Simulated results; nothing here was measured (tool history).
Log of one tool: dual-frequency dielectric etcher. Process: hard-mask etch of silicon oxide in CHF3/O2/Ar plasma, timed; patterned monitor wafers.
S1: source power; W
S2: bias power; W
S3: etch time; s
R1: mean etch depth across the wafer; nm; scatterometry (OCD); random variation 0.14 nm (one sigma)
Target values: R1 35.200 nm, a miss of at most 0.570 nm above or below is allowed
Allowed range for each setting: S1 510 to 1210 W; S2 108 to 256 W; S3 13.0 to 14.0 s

run,hour,S1,S2,S3,R1
1,0.0,860,182,14.0,31.699
2,1.3,730,182,14.0,29.677
3,7.5,730,152,14.0,26.809
4,8.1,730,152,14.0,26.997
5,8.7,870,156,14.0,29.560
6,14.5,960,157,14.0,30.905
7,21.6,1030,158,14.0,31.695
8,23.3,1080,162,14.0,33.096
9,29.9,1120,163,14.0,33.527
10,38.3,1150,165,14.0,34.082

Of the 4 settings listed for the next run, only one would bring every result within its allowed miss of target. Which one?
A,46.7,1110,168,13.5,?
B,46.7,1030,177,14.0,?
C,46.7,1130,194,13.5,?
D,46.7,1210,183,14.0,?

move,R1
A,32.839
B,33.845
C,35.426
D,36.766
A: its largest miss is bigger than the last run's
B: its largest miss is bigger than the last run's
C: every result within its allowed miss
D: moves the result that the last run missed by most past its target, out the other side
Answer: C
